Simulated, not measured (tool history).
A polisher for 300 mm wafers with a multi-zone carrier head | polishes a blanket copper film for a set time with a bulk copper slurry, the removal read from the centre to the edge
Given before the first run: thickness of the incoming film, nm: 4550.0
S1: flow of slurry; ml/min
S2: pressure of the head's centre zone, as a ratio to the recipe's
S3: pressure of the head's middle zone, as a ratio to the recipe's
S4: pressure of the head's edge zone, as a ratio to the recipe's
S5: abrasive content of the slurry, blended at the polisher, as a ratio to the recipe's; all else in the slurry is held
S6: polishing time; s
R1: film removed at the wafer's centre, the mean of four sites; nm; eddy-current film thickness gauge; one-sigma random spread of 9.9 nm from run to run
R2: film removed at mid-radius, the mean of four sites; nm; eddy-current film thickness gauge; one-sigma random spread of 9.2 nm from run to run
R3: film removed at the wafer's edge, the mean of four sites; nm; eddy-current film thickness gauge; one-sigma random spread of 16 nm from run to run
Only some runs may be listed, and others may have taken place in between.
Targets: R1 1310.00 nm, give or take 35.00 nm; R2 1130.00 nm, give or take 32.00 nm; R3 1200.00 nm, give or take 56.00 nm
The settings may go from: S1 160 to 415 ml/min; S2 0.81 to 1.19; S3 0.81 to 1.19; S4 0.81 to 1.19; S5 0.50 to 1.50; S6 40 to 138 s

run 1 hour=0.0 | S1=265 S2=1.00 S3=1.00 S4=1.00 S5=1.00 S6=88 | R1=1151.50 R2=1111.40 R3=1110.50
run 2 hour=3.4 | S1=265 S2=1.00 S3=1.00 S4=1.00 S5=1.10 S6=88 | R1=1168.90 R2=1131.50 R3=1123.80
run 3 hour=5.4 | S1=265 S2=1.00 S3=1.00 S4=1.00 S5=1.10 S6=75 | R1=978.71 R2=974.84 R3=962.48
run 4 hour=10.3 | S1=265 S2=1.00 S3=1.04 S4=1.00 S5=1.10 S6=75 | R1=988.80 R2=987.86 R3=970.20
run 5 hour=15.4 | S1=275 S2=1.04 S3=1.05 S4=1.04 S5=1.20 S6=76 | R1=1072.70 R2=1049.70 R3=1013.70
run 6 hour=19.2 | S1=280 S2=1.06 S3=1.02 S4=1.08 S5=1.25 S6=77 | R1=1113.10 R2=1022.80 R3=1055.00
run 7 hour=27.2 | S1=330 S2=1.15 S3=1.08 S4=1.18 S5=1.50 S6=79 | R1=1258.00 R2=1173.50 R3=1159.60
run 8 hour=33.9 | S1=330 S2=1.15 S3=1.06 S4=1.18 S5=1.50 S6=80 | R1=1286.80 R2=1170.20 R3=1194.60

Next run, 4 choices. One meets every target within its allowed miss, the rest don't. Which?
run A hour=40.6 | S1=405 S2=1.15 S3=1.04 S4=1.09 S5=1.50 S6=74 | R1=? R2=? R3=?
run B hour=40.6 | S1=300 S2=1.09 S3=1.03 S4=1.19 S5=1.50 S6=80 | R1=? R2=? R3=?
run C hour=40.6 | S1=280 S2=1.18 S3=1.02 S4=1.19 S5=1.45 S6=82 | R1=? R2=? R3=?
run D hour=40.6 | S1=380 S2=1.07 S3=0.95 S4=1.19 S5=1.45 S6=81 | R1=? R2=? R3=?

move=A R1=1214.00 R2=1068.10 R3=1092.20
move=B R1=1229.80 R2=1122.60 R3=1201.90
move=C R1=1326.20 R2=1127.30 R3=1219.00
move=D R1=1239.90 R2=1071.70 R3=1225.00
A: pushes the last run's worst result past its target
B: gets the furthest-off result to its target, but another result is out of tolerance
C: every result within its allowed miss
D: pushes the last run's worst result past its target
Go with C: it meets all targets.
